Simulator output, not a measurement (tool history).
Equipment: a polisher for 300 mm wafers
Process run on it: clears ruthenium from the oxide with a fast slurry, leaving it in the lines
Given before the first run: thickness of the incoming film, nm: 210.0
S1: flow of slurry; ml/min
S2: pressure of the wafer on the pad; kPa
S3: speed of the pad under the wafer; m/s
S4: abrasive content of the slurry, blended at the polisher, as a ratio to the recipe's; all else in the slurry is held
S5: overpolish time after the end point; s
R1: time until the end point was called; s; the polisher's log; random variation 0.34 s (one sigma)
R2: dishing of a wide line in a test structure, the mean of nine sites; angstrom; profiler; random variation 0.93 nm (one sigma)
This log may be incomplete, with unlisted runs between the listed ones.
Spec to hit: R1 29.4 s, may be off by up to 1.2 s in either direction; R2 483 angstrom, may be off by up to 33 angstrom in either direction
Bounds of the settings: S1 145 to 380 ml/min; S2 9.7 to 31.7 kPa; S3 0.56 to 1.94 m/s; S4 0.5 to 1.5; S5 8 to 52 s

Run 1, day 0: S1 245 ml/min, S2 20.7 kPa, S3 1.24 m/s, S4 1, S5 26 s. Result: R1 44.753 s, R2 874.53 angstrom.
Run 2, day 0.125: S1 245 ml/min, S2 22.8 kPa, S3 1.24 m/s, S4 1, S5 21 s. Result: R1 41.532 s, R2 791.85 angstrom.
Run 3, day 0.196: S1 245 ml/min, S2 22.8 kPa, S3 1.24 m/s, S4 0.85, S5 21 s. Result: R1 44.956 s, R2 736.03 angstrom.
Run 4, day 0.242: S1 245 ml/min, S2 26.9 kPa, S3 1.24 m/s, S4 0.85, S5 21 s. Result: R1 40.454 s, R2 831.11 angstrom.
Run 5, day 0.371: S1 285 ml/min, S2 23.4 kPa, S3 1.44 m/s, S4 0.85, S5 17 s. Result: R1 37.331 s, R2 734.61 angstrom.
Run 6, day 0.521: S1 285 ml/min, S2 18.6 kPa, S3 1.44 m/s, S4 0.85, S5 17 s. Result: R1 44.252 s, R2 634.57 angstrom.
Run 7, day 0.642: S1 315 ml/min, S2 19.3 kPa, S3 1.58 m/s, S4 0.75, S5 14 s. Result: R1 41.56 s, R2 580.48 angstrom.
Run 8, day 0.679: S1 335 ml/min, S2 20.7 kPa, S3 1.68 m/s, S4 0.7, S5 12 s. Result: R1 39.055 s, R2 536.13 angstrom.
Run 9, day 0.742: S1 350 ml/min, S2 22.8 kPa, S3 1.76 m/s, S4 0.65, S5 11 s. Result: R1 35.969 s, R2 557.32 angstrom.
At day 0.858: slurry nozzle cleaned.
Run 10, day 0.858: S1 360 ml/min, S2 24.1 kPa, S3 1.82 m/s, S4 0.6, S5 10 s. Result: R1 34.682 s, R2 525.72 angstrom.

Which one of the following 5 next-run settings gets every result inside its allowed miss? There is exactly one.
Run A, day 0.975: S1 320 ml/min, S2 23.4 kPa, S3 1.64 m/s, S4 0.5, S5 15 s. Result: R1 ?, R2 ?.
Run B, day 0.975: S1 330 ml/min, S2 17.9 kPa, S3 1.92 m/s, S4 0.85, S5 8 s. Result: R1 ?, R2 ?.
Run C, day 0.975: S1 350 ml/min, S2 25.5 kPa, S3 1.94 m/s, S4 0.65, S5 8 s. Result: R1 ?, R2 ?.
Run D, day 0.975: S1 380 ml/min, S2 22.8 kPa, S3 1.74 m/s, S4 0.5, S5 16 s. Result: R1 ?, R2 ?.
Run E, day 0.975: S1 315 ml/min, S2 28.3 kPa, S3 1.66 m/s, S4 0.5, S5 13 s. Result: R1 ?, R2 ?.

move      R1      R2
   A  43.751  585.92
   B  31.888   448.8
   C  28.823  489.95
   D  41.616  643.76
   E  37.724  588.42
A: its largest miss is bigger than the last run's
B: closer than the last run, but not yet in spec
C: every result lands within tolerance
D: its largest miss is bigger than the last run's
E: its largest miss is bigger than the last run's
So the answer is move C, the one that meets all the targets.
